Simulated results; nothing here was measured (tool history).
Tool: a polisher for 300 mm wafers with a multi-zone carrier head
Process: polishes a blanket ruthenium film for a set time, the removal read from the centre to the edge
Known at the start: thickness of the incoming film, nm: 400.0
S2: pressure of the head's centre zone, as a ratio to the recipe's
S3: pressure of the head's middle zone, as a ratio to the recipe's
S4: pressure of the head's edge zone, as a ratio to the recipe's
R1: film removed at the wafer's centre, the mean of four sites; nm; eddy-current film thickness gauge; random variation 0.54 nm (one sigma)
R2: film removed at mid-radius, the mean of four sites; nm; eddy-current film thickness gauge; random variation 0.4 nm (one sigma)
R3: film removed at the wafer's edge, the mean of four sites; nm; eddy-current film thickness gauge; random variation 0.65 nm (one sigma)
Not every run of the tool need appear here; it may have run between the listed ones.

Run 1, hour 0.0: flow of slurry (ml/min) 180, S2 1.00, S3 1.00, S4 1.00, polishing time (s) 40. Result: R1 67.865 nm, R2 65.204 nm, R3 65.845 nm.
Run 2, hour 3.1: flow of slurry (ml/min) 180, S2 1.04, S3 1.00, S4 1.00, polishing time (s) 40. Result: R1 68.376 nm, R2 64.202 nm, R3 67.048 nm.
Run 3, hour 8.1: flow of slurry (ml/min) 165, S2 0.99, S3 0.99, S4 1.03, polishing time (s) 36. Result: R1 57.844 nm, R2 56.253 nm, R3 61.414 nm.
Run 4, hour 11.7: flow of slurry (ml/min) 165, S2 0.99, S3 0.99, S4 0.99, polishing time (s) 36. Result: R1 56.777 nm, R2 57.339 nm, R3 58.478 nm.
Run 5, hour 12.8: flow of slurry (ml/min) 155, S2 0.97, S3 0.95, S4 0.97, polishing time (s) 34. Result: R1 53.130 nm, R2 52.231 nm, R3 55.046 nm.
Run 6, hour 13.4: flow of slurry (ml/min) 155, S2 0.97, S3 0.95, S4 0.97, polishing time (s) 43. Result: R1 66.770 nm, R2 65.208 nm, R3 70.017 nm.

What will run 7 give?
Run 7, hour 16.0: flow of slurry (ml/min) 150, S2 0.94, S3 0.93, S4 0.94, polishing time (s) 39. Result: R1 ?, R2 ?, R3 ?.

{"run 7": {"R1": 58.53, "R2": 57.722, "R3": 61.363}}
